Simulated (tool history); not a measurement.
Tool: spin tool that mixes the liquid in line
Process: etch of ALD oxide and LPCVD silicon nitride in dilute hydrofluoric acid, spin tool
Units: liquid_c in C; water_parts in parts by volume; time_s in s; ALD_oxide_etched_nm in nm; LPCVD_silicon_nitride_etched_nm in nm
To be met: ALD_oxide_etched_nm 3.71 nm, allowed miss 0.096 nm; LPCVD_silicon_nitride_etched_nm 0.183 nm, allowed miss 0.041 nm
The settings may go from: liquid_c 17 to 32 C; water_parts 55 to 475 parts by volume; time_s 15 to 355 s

| run | hour | liquid_c | water_parts | time_s | ALD_oxide_etched_nm | LPCVD_silicon_nitride_etched_nm |
|---|---|---|---|---|---|---|
| 1 | 0 | 24 | 265 | 180 | 10.057 | 0.5194 |
| 2 | 1.4 | 23.5 | 285 | 180 | 8.8894 | 0.42095 |
| 3 | 3.2 | 26 | 285 | 180 | 9.7055 | 0.52133 |
| 4 | 7.8 | 25.5 | 300 | 180 | 8.8797 | 0.48367 |
| 5 | 9.9 | 28.5 | 300 | 180 | 9.9115 | 0.57088 |
| 6 | 17 | 28.5 | 300 | 210 | 11.672 | 0.60875 |
| 7 | 23.7 | 27.5 | 320 | 210 | 10.365 | 0.62091 |
| 8 | 29.2 | 26.5 | 335 | 205 | 9.1404 | 0.48083 |
| 9 | 34.6 | 26 | 350 | 205 | 8.6366 | 0.4481 |
| 10 | 36.5 | 25.5 | 365 | 200 | 7.7747 | 0.39785 |
| 11 | 41.2 | 21.5 | 470 | 195 | 4.6909 | 0.23121 |
|  | 49.8 | hydrofluoric acid flow meter replaced |
| 12 | 49.8 | 21.5 | 470 | 190 | 4.0419 | 0.20859 |
| 13 | 52.7 | 21 | 470 | 190 | 3.9688 | 0.19616 |
| 14 | 58.7 | 20.5 | 475 | 190 | 3.8595 | 0.20611 |

4 next moves are on the table. One of them brings every result within its allowed miss. Which?
| A | 64.7 | 31.5 | 475 | 140 | ? | ? |
| B | 64.7 | 17 | 415 | 190 | ? | ? |
| C | 64.7 | 22.5 | 465 | 185 | ? | ? |
| D | 64.7 | 18 | 405 | 160 | ? | ? |

| move | ALD_oxide_etched_nm | LPCVD_silicon_nitride_etched_nm |
|---|---|---|
| A | 4.0254 | 0.29152 |
| B | 4.1398 | 0.19427 |
| C | 4.1707 | 0.23745 |
| D | 3.731 | 0.17833 |
A: further off than the last run
B: further off than the last run
C: further off than the last run
D: meets every target
Move D is the one to make.
